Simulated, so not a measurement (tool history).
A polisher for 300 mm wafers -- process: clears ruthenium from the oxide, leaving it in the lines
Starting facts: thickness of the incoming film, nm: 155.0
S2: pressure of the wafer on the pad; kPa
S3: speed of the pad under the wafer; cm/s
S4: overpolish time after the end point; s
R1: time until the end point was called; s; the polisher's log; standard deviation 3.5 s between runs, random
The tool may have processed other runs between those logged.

Run 1, hour 0: flow of slurry (ml/min) 130, S2 17.9 kPa, S3 92 cm/s, S4 4 s. Result: R1 137.93 s.
Run 2, hour 8.6: flow of slurry (ml/min) 130, S2 17.9 kPa, S3 110 cm/s, S4 4 s. Result: R1 117.19 s.
Run 3, hour 12.8: flow of slurry (ml/min) 125, S2 15.2 kPa, S3 102 cm/s, S4 4 s. Result: R1 147.78 s.
Run 4, hour 18: flow of slurry (ml/min) 125, S2 15.2 kPa, S3 102 cm/s, S4 4 s. Result: R1 149.08 s.
Run 5, hour 21: flow of slurry (ml/min) 125, S2 18.6 kPa, S3 102 cm/s, S4 4 s. Result: R1 124.1 s.
Run 6, hour 22.5: flow of slurry (ml/min) 125, S2 18.6 kPa, S3 112 cm/s, S4 4 s. Result: R1 112.5 s.
Run 7, hour 28.3: flow of slurry (ml/min) 120, S2 15.9 kPa, S3 104 cm/s, S4 4 s. Result: R1 138.34 s.
Run 8, hour 31.3: flow of slurry (ml/min) 120, S2 13.8 kPa, S3 96 cm/s, S4 4 s. Result: R1 172.79 s.

Predict the results of run 9:
Run 9, hour 34.9: flow of slurry (ml/min) 115, S2 12.4 kPa, S3 92 cm/s, S4 4 s. Result: R1 ?.

{"run 9": {"R1": 190.32}}
